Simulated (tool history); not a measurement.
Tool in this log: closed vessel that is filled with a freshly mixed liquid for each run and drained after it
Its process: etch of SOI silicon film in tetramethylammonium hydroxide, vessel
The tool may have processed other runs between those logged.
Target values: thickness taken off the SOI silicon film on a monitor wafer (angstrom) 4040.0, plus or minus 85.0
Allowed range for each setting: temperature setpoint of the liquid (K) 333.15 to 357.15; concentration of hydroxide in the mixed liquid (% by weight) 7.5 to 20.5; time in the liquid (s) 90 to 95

run,hour,temperature setpoint of the liquid (K),concentration of hydroxide in the mixed liquid (% by weight),time in the liquid (s),thickness taken off the SOI silicon film on a monitor wafer (angstrom)
1,0.0,346.15,14.0,90,6031.4
2,2.3,344.15,14.0,90,5355.4
3,8.8,344.15,15.5,90,5091.6
4,12.4,340.65,15.5,90,4111.8
5,17.6,346.15,15.5,90,5760.3
6,23.4,346.15,15.5,95,6032.5
7,32.1,343.65,15.5,95,5212.8
8,37.5,342.15,15.5,95,4777.1
9,45.1,341.15,15.5,95,4491.0
10,52.7,340.65,15.5,95,4360.7
11,61.2,340.15,15.5,95,4201.7

4 candidate next runs follow, results not yet known. Just one meets every target within its allowed miss. Identify it.
A,69.7,339.65,13.5,95,?
B,69.7,340.65,16.5,90,?
C,69.7,340.65,16.5,95,?
D,69.7,341.65,15.5,90,?

move,thickness taken off the SOI silicon film on a monitor wafer (angstrom)
A,4389.6
B,4049.7
C,4274.7
D,4394.5
A: misses by more than the last run did
B: meets every target
C: misses by more than the last run did
D: misses by more than the last run did
Go with B: it meets all targets.
